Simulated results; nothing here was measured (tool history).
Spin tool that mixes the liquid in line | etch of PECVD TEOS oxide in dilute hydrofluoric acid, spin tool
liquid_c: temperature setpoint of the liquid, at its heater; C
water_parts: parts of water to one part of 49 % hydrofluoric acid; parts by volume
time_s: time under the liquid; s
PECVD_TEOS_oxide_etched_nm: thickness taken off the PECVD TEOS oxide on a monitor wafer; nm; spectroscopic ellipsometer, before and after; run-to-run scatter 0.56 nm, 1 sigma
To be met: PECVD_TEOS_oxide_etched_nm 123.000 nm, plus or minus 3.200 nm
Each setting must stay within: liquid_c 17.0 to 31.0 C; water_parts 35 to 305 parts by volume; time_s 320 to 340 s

{"run": 1, "hour": 0.0, "liquid_c": 23.0, "water_parts": 170, "time_s": 320, "PECVD_TEOS_oxide_etched_nm": 35.544}
{"run": 2, "hour": 7.7, "liquid_c": 23.0, "water_parts": 170, "time_s": 340, "PECVD_TEOS_oxide_etched_nm": 37.334}
{"run": 3, "hour": 8.8, "liquid_c": 23.0, "water_parts": 140, "time_s": 340, "PECVD_TEOS_oxide_etched_nm": 46.604}
{"run": 4, "hour": 12.0, "liquid_c": 23.0, "water_parts": 110, "time_s": 340, "PECVD_TEOS_oxide_etched_nm": 62.249}
{"run": 5, "hour": 19.1, "liquid_c": 23.0, "water_parts": 55, "time_s": 340, "PECVD_TEOS_oxide_etched_nm": 130.95}
{"run": 6, "hour": 25.0, "liquid_c": 22.5, "water_parts": 55, "time_s": 340, "PECVD_TEOS_oxide_etched_nm": 127.71}
{"hour": 29.5, "done": "hydrofluoric acid flow meter replaced"}
{"run": 7, "hour": 29.5, "liquid_c": 22.0, "water_parts": 55, "time_s": 340, "PECVD_TEOS_oxide_etched_nm": 115.91}
{"run": 8, "hour": 38.5, "liquid_c": 22.0, "water_parts": 55, "time_s": 340, "PECVD_TEOS_oxide_etched_nm": 116.35}
{"run": 9, "hour": 46.6, "liquid_c": 22.5, "water_parts": 55, "time_s": 340, "PECVD_TEOS_oxide_etched_nm": 119.16}

Which single option among these 4 for the next run brings every result within its allowed miss of target? Just one does.
{"run": "A", "hour": 54.7, "liquid_c": 24.5, "water_parts": 55, "time_s": 325, "PECVD_TEOS_oxide_etched_nm": "?"}
{"run": "B", "hour": 54.7, "liquid_c": 25.5, "water_parts": 65, "time_s": 340, "PECVD_TEOS_oxide_etched_nm": "?"}
{"run": "C", "hour": 54.7, "liquid_c": 22.5, "water_parts": 50, "time_s": 335, "PECVD_TEOS_oxide_etched_nm": "?"}
{"run": "D", "hour": 54.7, "liquid_c": 23.0, "water_parts": 50, "time_s": 340, "PECVD_TEOS_oxide_etched_nm": "?"}

move=A PECVD_TEOS_oxide_etched_nm=122.870
move=B PECVD_TEOS_oxide_etched_nm=111.760
move=C PECVD_TEOS_oxide_etched_nm=129.130
move=D PECVD_TEOS_oxide_etched_nm=133.810
A: every result within its allowed miss
B: lands further from the targets than the last run did
C: takes the biggest miss from the last run beyond its target
D: takes the biggest miss from the last run beyond its target
So the answer is move A, the one that meets all the targets.
